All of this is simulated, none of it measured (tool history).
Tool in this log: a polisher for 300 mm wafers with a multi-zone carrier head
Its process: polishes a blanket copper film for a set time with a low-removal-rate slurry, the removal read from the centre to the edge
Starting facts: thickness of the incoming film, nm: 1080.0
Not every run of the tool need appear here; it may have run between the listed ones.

| run | hour | flow of slurry (ml/min) | pressure of the head's centre zone | pressure of the head's middle zone | pressure of the head's edge zone | abrasive content of the slurry | polishing time (s) | film removed at the wafer's centre (nm) | film removed at mid-radius (nm) | film removed at the wafer's edge (nm) |
|---|---|---|---|---|---|---|---|---|---|---|
| 1 | 0.0 | 295 | 1.00 | 1.00 | 1.00 | 1.00 | 61 | 203.23 | 207.75 | 221.74 |
| 2 | 8.3 | 295 | 1.00 | 1.00 | 1.00 | 1.15 | 61 | 212.03 | 211.21 | 219.15 |
| 3 | 9.9 | 295 | 0.99 | 1.01 | 0.98 | 1.10 | 58 | 196.40 | 202.25 | 206.84 |
| 4 | 18.0 | 295 | 0.97 | 1.01 | 0.96 | 1.05 | 56 | 180.47 | 195.13 | 197.68 |
| 5 | 26.2 | 295 | 0.95 | 1.00 | 0.93 | 1.05 | 55 | 177.62 | 192.56 | 186.22 |
| 6 | 33.0 | 295 | 0.95 | 1.03 | 0.93 | 1.05 | 55 | 178.49 | 197.87 | 188.87 |
| 7 | 39.0 | 290 | 0.92 | 1.00 | 0.91 | 1.00 | 55 | 171.93 | 188.47 | 186.42 |
| 8 | 44.7 | 275 | 0.82 | 1.01 | 0.84 | 0.75 | 52 | 135.37 | 163.14 | 155.15 |

Run 9 comes next. What will it give?
| 9 | 47.5 | 280 | 0.82 | 1.01 | 0.85 | 0.75 | 52 | ? | ? | ? |

film removed at the wafer's centre (nm): 136.12
film removed at mid-radius (nm): 166.79
film removed at the wafer's edge (nm): 163.51

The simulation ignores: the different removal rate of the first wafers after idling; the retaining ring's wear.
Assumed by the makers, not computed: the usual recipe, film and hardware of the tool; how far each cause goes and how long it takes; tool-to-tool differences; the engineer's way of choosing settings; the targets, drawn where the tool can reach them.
